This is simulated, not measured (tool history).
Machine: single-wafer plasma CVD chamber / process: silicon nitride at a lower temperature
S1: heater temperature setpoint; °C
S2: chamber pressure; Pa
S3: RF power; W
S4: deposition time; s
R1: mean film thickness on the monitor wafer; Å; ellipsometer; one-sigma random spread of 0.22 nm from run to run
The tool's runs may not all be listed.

Run 1, hour 0.0: S1 345 °C, S2 197 Pa, S3 395 W, S4 31.3 s. Result: R1 438.01 Å.
Run 2, hour 8.0: S1 345 °C, S2 217 Pa, S3 395 W, S4 31.3 s. Result: R1 450.18 Å.
Run 3, hour 13.6: S1 345 °C, S2 208 Pa, S3 390 W, S4 31.3 s. Result: R1 444.44 Å.
Run 4, hour 16.8: S1 345 °C, S2 195 Pa, S3 390 W, S4 31.3 s. Result: R1 435.74 Å.
Run 5, hour 22.2: S1 345 °C, S2 217 Pa, S3 390 W, S4 31.3 s. Result: R1 448.30 Å.
Run 6, hour 23.1: S1 345 °C, S2 208 Pa, S3 385 W, S4 31.3 s. Result: R1 440.68 Å.
Run 7, hour 25.8: S1 345 °C, S2 200 Pa, S3 380 W, S4 31.3 s. Result: R1 433.07 Å.

Forecast run 8:
At hour 30.9: thermocouple changed; heater temperature recalibrated.
Run 8, hour 30.9: S1 345 °C, S2 192 Pa, S3 375 W, S4 31.3 s. Result: R1 ?.

{"run 8": {"R1": 426.79}}
